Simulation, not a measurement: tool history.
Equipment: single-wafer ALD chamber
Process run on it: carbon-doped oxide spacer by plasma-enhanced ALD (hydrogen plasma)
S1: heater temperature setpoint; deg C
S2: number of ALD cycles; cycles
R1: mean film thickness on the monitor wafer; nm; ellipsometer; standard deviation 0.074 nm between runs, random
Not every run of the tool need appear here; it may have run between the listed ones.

{"run": 1, "hour": 0.0, "S1": 395, "S2": 481, "R1": 24.379}
{"run": 2, "hour": 7.3, "S1": 395, "S2": 472, "R1": 23.957}
{"run": 3, "hour": 12.8, "S1": 401, "S2": 472, "R1": 23.728}
{"run": 4, "hour": 20.2, "S1": 401, "S2": 528, "R1": 26.481}
{"run": 5, "hour": 26.6, "S1": 405, "S2": 528, "R1": 26.264}
{"run": 6, "hour": 28.1, "S1": 400, "S2": 528, "R1": 26.825}

Run 7, settings as shown, results not yet in. Your forecast:
{"run": 7, "hour": 34.4, "S1": 403, "S2": 512, "R1": "?"}

{"run 7": {"R1": 25.72}}
